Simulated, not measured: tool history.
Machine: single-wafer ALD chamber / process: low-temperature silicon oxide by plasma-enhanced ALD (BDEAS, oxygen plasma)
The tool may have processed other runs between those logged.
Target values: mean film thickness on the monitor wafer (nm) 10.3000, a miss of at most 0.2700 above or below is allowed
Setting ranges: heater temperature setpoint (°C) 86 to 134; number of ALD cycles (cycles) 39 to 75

run    day  heater temperature setpoint (°C)  number of ALD cycles (cycles)  mean film thickness on the monitor wafer (nm)
  1  0.000                               110                             57                                         8.4621
  2  0.246                               110                             59                                         8.7356
  3  0.379                               114                             59                                         8.7037
  4  0.408                               114                             51                                         7.5347
  5  0.546                               114                             54                                         7.8163
  6  0.625                               112                             56                                         8.1684
  7  0.712                               109                             65                                         9.6690
  8  0.804                               109                             66                                         9.7320
  9  0.971                               109                             67                                         9.9335

Which single option among these 5 for the next run brings every result within its allowed miss of target? Just one does.
  A  1.138                               118                             64                                              ?
  B  1.138                               100                             65                                              ?
  C  1.138                               114                             70                                              ?
  D  1.138                               116                             65                                              ?
  E  1.138                               108                             66                                              ?

move  mean film thickness on the monitor wafer (nm)
   A                                         9.1778
   B                                         9.6843
   C                                        10.1210
   D                                         9.3595
   E                                         9.6594
A: its largest miss is bigger than the last run's
B: its largest miss is bigger than the last run's
C: all results in spec
D: its largest miss is bigger than the last run's
E: its largest miss is bigger than the last run's
C meets every target.

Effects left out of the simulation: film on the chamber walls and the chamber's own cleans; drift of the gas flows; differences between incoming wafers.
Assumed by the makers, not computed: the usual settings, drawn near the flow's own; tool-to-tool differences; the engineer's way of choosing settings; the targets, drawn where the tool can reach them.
